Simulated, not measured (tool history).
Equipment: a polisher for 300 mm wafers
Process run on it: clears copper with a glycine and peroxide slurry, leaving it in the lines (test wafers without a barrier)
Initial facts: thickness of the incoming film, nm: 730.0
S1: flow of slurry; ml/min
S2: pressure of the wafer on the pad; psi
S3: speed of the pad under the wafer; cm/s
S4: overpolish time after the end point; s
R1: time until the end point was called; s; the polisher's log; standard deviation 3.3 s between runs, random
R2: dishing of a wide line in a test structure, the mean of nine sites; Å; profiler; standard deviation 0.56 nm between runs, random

run,day,S1,S2,S3,S4,R1,R2
1,0,320,2.3,104,13,128.18,289.89
2,0.108,320,2.3,104,9,132.96,237.98
3,0.446,320,2.9,104,9,114.88,260.53
4,0.629,320,2.9,104,5,111.98,183.21
5,0.812,320,2.7,100,6,121.1,195.2
6,0.888,320,2.7,100,11,119.69,294.89
7,1.142,320,2.5,98,11,130.13,278.23
8,1.408,320,2.3,96,11,141.35,270.64
9,1.562,320,2.2,96,11,149.1,243.07
10,1.696,320,2.1,96,11,148.53,254.82

Run 11 is up next; what results do you expect?
11,1.921,320,2,96,11,?,?

R1: 152.61 s
R2: 252.73 Å

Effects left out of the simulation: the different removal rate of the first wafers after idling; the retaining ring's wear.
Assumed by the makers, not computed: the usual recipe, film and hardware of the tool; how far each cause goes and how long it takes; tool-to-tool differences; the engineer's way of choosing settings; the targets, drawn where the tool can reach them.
